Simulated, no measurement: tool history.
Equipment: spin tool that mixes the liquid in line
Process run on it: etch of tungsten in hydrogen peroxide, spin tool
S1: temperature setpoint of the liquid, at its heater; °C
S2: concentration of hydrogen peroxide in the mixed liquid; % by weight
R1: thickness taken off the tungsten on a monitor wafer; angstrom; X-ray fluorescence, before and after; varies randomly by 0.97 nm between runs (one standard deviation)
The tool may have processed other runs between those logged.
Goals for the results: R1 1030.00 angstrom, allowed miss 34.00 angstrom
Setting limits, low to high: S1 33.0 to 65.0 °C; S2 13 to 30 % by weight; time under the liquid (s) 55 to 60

{"run": 1, "hour": 0.0, "S1": 49.0, "S2": 24, "time under the liquid (s)": 55, "R1": 526.24}
{"run": 2, "hour": 5.0, "S1": 51.0, "S2": 24, "time under the liquid (s)": 55, "R1": 596.49}
{"run": 3, "hour": 12.3, "S1": 51.0, "S2": 24, "time under the liquid (s)": 55, "R1": 580.75}
{"run": 4, "hour": 16.7, "S1": 56.0, "S2": 24, "time under the liquid (s)": 55, "R1": 792.58}
{"run": 5, "hour": 17.2, "S1": 51.5, "S2": 24, "time under the liquid (s)": 55, "R1": 608.43}
{"run": 6, "hour": 23.9, "S1": 53.0, "S2": 24, "time under the liquid (s)": 55, "R1": 669.46}
{"run": 7, "hour": 30.5, "S1": 54.5, "S2": 24, "time under the liquid (s)": 55, "R1": 732.64}
{"run": 8, "hour": 33.0, "S1": 55.5, "S2": 24, "time under the liquid (s)": 55, "R1": 785.13}
{"run": 9, "hour": 36.2, "S1": 56.5, "S2": 24, "time under the liquid (s)": 55, "R1": 823.01}
{"run": 10, "hour": 37.8, "S1": 57.0, "S2": 24, "time under the liquid (s)": 55, "R1": 842.69}
{"run": 11, "hour": 43.2, "S1": 57.5, "S2": 24, "time under the liquid (s)": 55, "R1": 880.62}
{"run": 12, "hour": 51.9, "S1": 58.0, "S2": 24, "time under the liquid (s)": 55, "R1": 898.68}
{"run": 13, "hour": 56.0, "S1": 58.5, "S2": 24, "time under the liquid (s)": 55, "R1": 916.47}
{"run": 14, "hour": 61.2, "S1": 59.0, "S2": 24, "time under the liquid (s)": 55, "R1": 954.04}

Pick the move, out of 5, that brings all results within their allowed miss; only one does.
{"run": "A", "hour": 66.4, "S1": 61.5, "S2": 26, "time under the liquid (s)": 55, "R1": "?"}
{"run": "B", "hour": 66.4, "S1": 58.0, "S2": 27, "time under the liquid (s)": 60, "R1": "?"}
{"run": "C", "hour": 66.4, "S1": 58.5, "S2": 22, "time under the liquid (s)": 60, "R1": "?"}
{"run": "D", "hour": 66.4, "S1": 59.0, "S2": 25, "time under the liquid (s)": 55, "R1": "?"}
{"run": "E", "hour": 66.4, "S1": 57.0, "S2": 23, "time under the liquid (s)": 60, "R1": "?"}

move=A R1=1137.60
move=B R1=1033.80
move=C R1=960.66
move=D R1=966.32
move=E R1=900.02
A: pushes the last run's worst result past its target
B: each result inside its tolerance
C: closer than the last run, but not yet in spec
D: closer than the last run, but not yet in spec
E: further off than the last run
The right move is B.
